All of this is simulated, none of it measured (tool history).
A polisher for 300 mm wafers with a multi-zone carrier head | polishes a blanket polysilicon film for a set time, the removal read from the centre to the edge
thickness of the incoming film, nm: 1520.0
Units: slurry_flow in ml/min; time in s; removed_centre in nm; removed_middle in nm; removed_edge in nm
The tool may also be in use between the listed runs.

Run 1, day 0.000: slurry_flow 155 ml/min, centre_zone 1.00, middle_zone 1.00, edge_zone 1.00, time 60 s. Result: removed_centre 512.39 nm, removed_middle 494.12 nm, removed_edge 500.12 nm.
Run 2, day 0.062: slurry_flow 160 ml/min, centre_zone 0.99, middle_zone 1.01, edge_zone 1.00, time 60 s. Result: removed_centre 510.92 nm, removed_middle 496.96 nm, removed_edge 511.30 nm.
Run 3, day 0.362: slurry_flow 160 ml/min, centre_zone 0.98, middle_zone 1.03, edge_zone 0.99, time 60 s. Result: removed_centre 514.24 nm, removed_middle 506.74 nm, removed_edge 506.61 nm.
Run 4, day 0.412: slurry_flow 160 ml/min, centre_zone 0.96, middle_zone 1.05, edge_zone 0.98, time 60 s. Result: removed_centre 492.09 nm, removed_middle 519.54 nm, removed_edge 518.48 nm.
Run 5, day 0.612: slurry_flow 160 ml/min, centre_zone 0.96, middle_zone 1.05, edge_zone 0.91, time 60 s. Result: removed_centre 506.30 nm, removed_middle 512.23 nm, removed_edge 487.23 nm.
Run 6, day 0.733: slurry_flow 160 ml/min, centre_zone 0.96, middle_zone 1.05, edge_zone 0.91, time 50 s. Result: removed_centre 411.60 nm, removed_middle 431.31 nm, removed_edge 412.62 nm.
Run 7, day 0.996: slurry_flow 165 ml/min, centre_zone 0.95, middle_zone 1.06, edge_zone 0.91, time 51 s. Result: removed_centre 418.13 nm, removed_middle 444.97 nm, removed_edge 416.41 nm.
Run 8, day 1.304: slurry_flow 170 ml/min, centre_zone 0.95, middle_zone 1.07, edge_zone 0.92, time 52 s. Result: removed_centre 432.87 nm, removed_middle 455.25 nm, removed_edge 434.30 nm.
Run 9, day 1.596: slurry_flow 170 ml/min, centre_zone 0.94, middle_zone 1.08, edge_zone 0.91, time 53 s. Result: removed_centre 438.42 nm, removed_middle 473.88 nm, removed_edge 430.93 nm.
Run 10, day 1.871: slurry_flow 175 ml/min, centre_zone 0.94, middle_zone 1.09, edge_zone 0.93, time 53 s. Result: removed_centre 449.63 nm, removed_middle 473.01 nm, removed_edge 440.02 nm.

Run 11 comes next. What will it give?
Run 11, day 2.225: slurry_flow 175 ml/min, centre_zone 0.93, middle_zone 1.10, edge_zone 0.93, time 54 s. Result: removed_centre ?, removed_middle ?, removed_edge ?.

removed_centre: 445.04 nm
removed_middle: 495.32 nm
removed_edge: 444.19 nm

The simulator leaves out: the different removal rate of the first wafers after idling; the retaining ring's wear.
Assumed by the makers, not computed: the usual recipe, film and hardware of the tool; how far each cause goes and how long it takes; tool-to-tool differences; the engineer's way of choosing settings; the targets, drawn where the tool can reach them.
